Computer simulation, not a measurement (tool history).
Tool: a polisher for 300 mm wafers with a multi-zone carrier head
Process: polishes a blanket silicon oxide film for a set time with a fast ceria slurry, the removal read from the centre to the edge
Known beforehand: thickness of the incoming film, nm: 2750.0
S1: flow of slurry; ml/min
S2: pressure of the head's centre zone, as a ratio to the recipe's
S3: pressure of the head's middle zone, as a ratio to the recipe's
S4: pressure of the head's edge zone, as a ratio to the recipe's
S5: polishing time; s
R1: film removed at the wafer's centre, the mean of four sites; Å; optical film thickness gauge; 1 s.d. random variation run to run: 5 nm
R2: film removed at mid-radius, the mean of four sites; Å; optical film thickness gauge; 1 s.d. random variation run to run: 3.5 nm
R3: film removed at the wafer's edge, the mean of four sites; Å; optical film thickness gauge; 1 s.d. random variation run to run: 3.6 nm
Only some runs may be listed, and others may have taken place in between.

Run 1, hour 0: S1 305 ml/min, S2 1, S3 1, S4 1, S5 36 s. Result: R1 6464.4 Å, R2 6428.8 Å, R3 6522.9 Å.
Run 2, hour 0.8: S1 305 ml/min, S2 1.06, S3 1, S4 1, S5 36 s. Result: R1 6854.6 Å, R2 6433.4 Å, R3 6543.4 Å.
Run 3, hour 6.6: S1 300 ml/min, S2 1.01, S3 0.97, S4 0.97, S5 34 s. Result: R1 6144.1 Å, R2 5957.3 Å, R3 6033.6 Å.
Run 4, hour 12.7: S1 300 ml/min, S2 1.01, S3 1, S4 0.97, S5 34 s. Result: R1 6044.2 Å, R2 6057.6 Å, R3 6131.1 Å.
Run 5, hour 21.7: S1 300 ml/min, S2 0.93, S3 1, S4 0.97, S5 34 s. Result: R1 5566.4 Å, R2 6146.6 Å, R3 6094.9 Å.
Run 6, hour 26.6: S1 300 ml/min, S2 0.93, S3 1, S4 1.02, S5 34 s. Result: R1 5676.6 Å, R2 6107.4 Å, R3 6275.9 Å.
Run 7, hour 31.5: S1 295 ml/min, S2 0.92, S3 0.97, S4 0.99, S5 33 s. Result: R1 5497.6 Å, R2 5780.1 Å, R3 5957.7 Å.
Run 8, hour 34.8: S1 285 ml/min, S2 0.9, S3 0.95, S4 0.97, S5 32 s. Result: R1 5156.3 Å, R2 5397.1 Å, R3 5726 Å.
Run 9, hour 40.7: S1 285 ml/min, S2 0.89, S3 0.94, S4 0.94, S5 31 s. Result: R1 4922 Å, R2 5250 Å, R3 5503.7 Å.
Run 10, hour 41.5: S1 285 ml/min, S2 0.89, S3 0.94, S4 0.94, S5 31 s. Result: R1 4912.5 Å, R2 5241.8 Å, R3 5406.6 Å.
Run 11, hour 42.3: S1 275 ml/min, S2 0.88, S3 0.92, S4 0.92, S5 31 s. Result: R1 4829.6 Å, R2 5163.1 Å, R3 5434.2 Å.
Run 12, hour 43.6: S1 275 ml/min, S2 0.88, S3 0.91, S4 0.9, S5 31 s. Result: R1 4869 Å, R2 5156.8 Å, R3 5335.9 Å.

Run 13 comes next. What will it give?
Run 13, hour 47.8: S1 270 ml/min, S2 0.87, S3 0.89, S4 0.89, S5 31 s. Result: R1 ?, R2 ?, R3 ?.

R1: 4663.8 Å
R2: 5040.4 Å
R3: 5325.5 Å
